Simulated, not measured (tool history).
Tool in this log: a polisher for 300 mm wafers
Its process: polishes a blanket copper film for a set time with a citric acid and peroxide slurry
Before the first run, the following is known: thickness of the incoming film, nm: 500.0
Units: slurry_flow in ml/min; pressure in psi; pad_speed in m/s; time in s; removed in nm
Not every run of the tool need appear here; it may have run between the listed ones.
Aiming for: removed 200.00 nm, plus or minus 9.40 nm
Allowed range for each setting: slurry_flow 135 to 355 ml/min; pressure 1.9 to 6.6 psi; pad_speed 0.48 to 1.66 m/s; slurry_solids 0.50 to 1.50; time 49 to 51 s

{"run": 1, "hour": 0.0, "slurry_flow": 225, "pressure": 4.2, "pad_speed": 1.06, "slurry_solids": 1.0, "time": 49, "removed": 138.75}
{"run": 2, "hour": 5.5, "slurry_flow": 225, "pressure": 4.2, "pad_speed": 1.06, "slurry_solids": 1.0, "time": 51, "removed": 147.96}
{"run": 3, "hour": 12.2, "slurry_flow": 225, "pressure": 4.2, "pad_speed": 1.06, "slurry_solids": 0.9, "time": 51, "removed": 142.72}
{"run": 4, "hour": 15.4, "slurry_flow": 225, "pressure": 4.2, "pad_speed": 1.28, "slurry_solids": 0.9, "time": 51, "removed": 174.05}
{"run": 5, "hour": 24.0, "slurry_flow": 225, "pressure": 4.4, "pad_speed": 1.28, "slurry_solids": 0.9, "time": 51, "removed": 182.51}
{"run": 6, "hour": 24.6, "slurry_flow": 225, "pressure": 4.4, "pad_speed": 1.02, "slurry_solids": 0.9, "time": 51, "removed": 144.93}
{"run": 7, "hour": 31.7, "slurry_flow": 225, "pressure": 4.8, "pad_speed": 1.02, "slurry_solids": 0.9, "time": 51, "removed": 157.45}
{"run": 8, "hour": 33.7, "slurry_flow": 225, "pressure": 5.1, "pad_speed": 1.02, "slurry_solids": 0.9, "time": 51, "removed": 165.42}
{"run": 9, "hour": 39.0, "slurry_flow": 225, "pressure": 5.4, "pad_speed": 1.02, "slurry_solids": 0.9, "time": 51, "removed": 170.46}

Which of these 4 next moves meets every target?
{"run": "A", "hour": 44.3, "slurry_flow": 240, "pressure": 6.0, "pad_speed": 1.04, "slurry_solids": 0.85, "time": 51, "removed": "?"}
{"run": "B", "hour": 44.3, "slurry_flow": 220, "pressure": 5.5, "pad_speed": 0.92, "slurry_solids": 0.85, "time": 50, "removed": "?"}
{"run": "C", "hour": 44.3, "slurry_flow": 225, "pressure": 5.5, "pad_speed": 1.0, "slurry_solids": 1.0, "time": 51, "removed": "?"}
{"run": "D", "hour": 44.3, "slurry_flow": 275, "pressure": 4.6, "pad_speed": 1.0, "slurry_solids": 1.0, "time": 51, "removed": "?"}

move=A removed=194.60
move=B removed=154.10
move=C removed=175.90
move=D removed=150.83
A: all results land within tolerance of their targets
B: moves away from the targets compared with the last run
C: nearer than the last run, and not there yet
D: moves away from the targets compared with the last run
Answer: A

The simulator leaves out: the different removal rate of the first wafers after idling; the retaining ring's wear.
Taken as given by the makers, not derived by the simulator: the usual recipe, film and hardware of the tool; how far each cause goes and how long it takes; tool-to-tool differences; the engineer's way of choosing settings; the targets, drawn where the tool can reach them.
